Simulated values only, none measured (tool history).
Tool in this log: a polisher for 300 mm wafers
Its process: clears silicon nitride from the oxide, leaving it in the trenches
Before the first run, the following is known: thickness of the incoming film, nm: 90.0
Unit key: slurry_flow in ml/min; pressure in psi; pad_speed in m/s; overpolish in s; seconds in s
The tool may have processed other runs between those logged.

run    day  slurry_flow  pressure  pad_speed  overpolish  seconds
  1  0.000          270       2.5       1.20           8  112.350
  2  0.333          270       2.5       1.30           8  102.950
  3  0.558          270       2.5       1.30           8  106.040
  4  0.925          270       2.5       1.42           8   98.925
  5  1.008          270       2.5       1.70           8   88.241
  6  1.096          270       2.5       1.88           8   80.205
  7  1.279          260       2.1       1.68           8   98.558
  8  1.592          260       2.1       1.68           8   99.106
  9  1.942          250       1.4       1.34           8  152.090
 10  2.071          250       1.3       1.24           8  168.020
 11  2.192          250       1.2       1.18           8  176.380

Estimate the outcome of run 12 from the log above:
 12  2.450          250       1.2       1.12           8        ?

seconds: 181.440 s
